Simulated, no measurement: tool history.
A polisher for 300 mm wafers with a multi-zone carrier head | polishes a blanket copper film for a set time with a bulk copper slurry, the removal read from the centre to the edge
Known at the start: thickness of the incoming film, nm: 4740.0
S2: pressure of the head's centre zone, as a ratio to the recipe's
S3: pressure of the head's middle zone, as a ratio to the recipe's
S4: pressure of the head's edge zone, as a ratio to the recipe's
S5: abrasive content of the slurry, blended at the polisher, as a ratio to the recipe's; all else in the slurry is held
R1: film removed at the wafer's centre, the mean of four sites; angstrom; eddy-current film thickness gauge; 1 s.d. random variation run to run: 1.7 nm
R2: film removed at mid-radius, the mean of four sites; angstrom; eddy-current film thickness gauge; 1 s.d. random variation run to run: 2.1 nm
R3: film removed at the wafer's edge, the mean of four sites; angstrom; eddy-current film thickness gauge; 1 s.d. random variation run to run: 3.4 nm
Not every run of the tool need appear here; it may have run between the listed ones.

Run 1, hour 0.0: flow of slurry (ml/min) 195, S2 1.00, S3 1.00, S4 1.00, S5 1.00, polishing time (s) 44. Result: R1 2322.6 angstrom, R2 2337.2 angstrom, R3 2270.8 angstrom.
Run 2, hour 7.7: flow of slurry (ml/min) 195, S2 1.00, S3 1.00, S4 1.00, S5 1.10, polishing time (s) 44. Result: R1 2401.6 angstrom, R2 2426.3 angstrom, R3 2431.6 angstrom.
Run 3, hour 13.7: flow of slurry (ml/min) 230, S2 1.00, S3 1.00, S4 1.00, S5 1.10, polishing time (s) 44. Result: R1 2462.6 angstrom, R2 2464.6 angstrom, R3 2459.3 angstrom.
Run 4, hour 17.0: flow of slurry (ml/min) 220, S2 0.97, S3 0.99, S4 1.00, S5 1.10, polishing time (s) 44. Result: R1 2354.4 angstrom, R2 2460.1 angstrom, R3 2463.4 angstrom.
Run 5, hour 20.3: flow of slurry (ml/min) 210, S2 0.95, S3 0.98, S4 1.00, S5 1.10, polishing time (s) 44. Result: R1 2299.6 angstrom, R2 2417.1 angstrom, R3 2451.8 angstrom.
Run 6, hour 26.0: flow of slurry (ml/min) 205, S2 0.93, S3 0.97, S4 1.00, S5 1.10, polishing time (s) 44. Result: R1 2206.9 angstrom, R2 2334.1 angstrom, R3 2496.4 angstrom.
Run 7, hour 33.9: flow of slurry (ml/min) 200, S2 0.92, S3 0.98, S4 0.99, S5 1.05, polishing time (s) 44. Result: R1 2191.3 angstrom, R2 2380.7 angstrom, R3 2398.5 angstrom.
Run 8, hour 35.2: flow of slurry (ml/min) 200, S2 0.92, S3 0.98, S4 0.99, S5 1.05, polishing time (s) 44. Result: R1 2158.1 angstrom, R2 2399.7 angstrom, R3 2341.8 angstrom.

Run 9 has not been measured yet. What should we expect?
Run 9, hour 38.0: flow of slurry (ml/min) 195, S2 0.91, S3 0.97, S4 0.99, S5 1.05, polishing time (s) 44. Result: R1 ?, R2 ?, R3 ?.

R1: 2117.8 angstrom
R2: 2356.7 angstrom
R3: 2415.6 angstrom

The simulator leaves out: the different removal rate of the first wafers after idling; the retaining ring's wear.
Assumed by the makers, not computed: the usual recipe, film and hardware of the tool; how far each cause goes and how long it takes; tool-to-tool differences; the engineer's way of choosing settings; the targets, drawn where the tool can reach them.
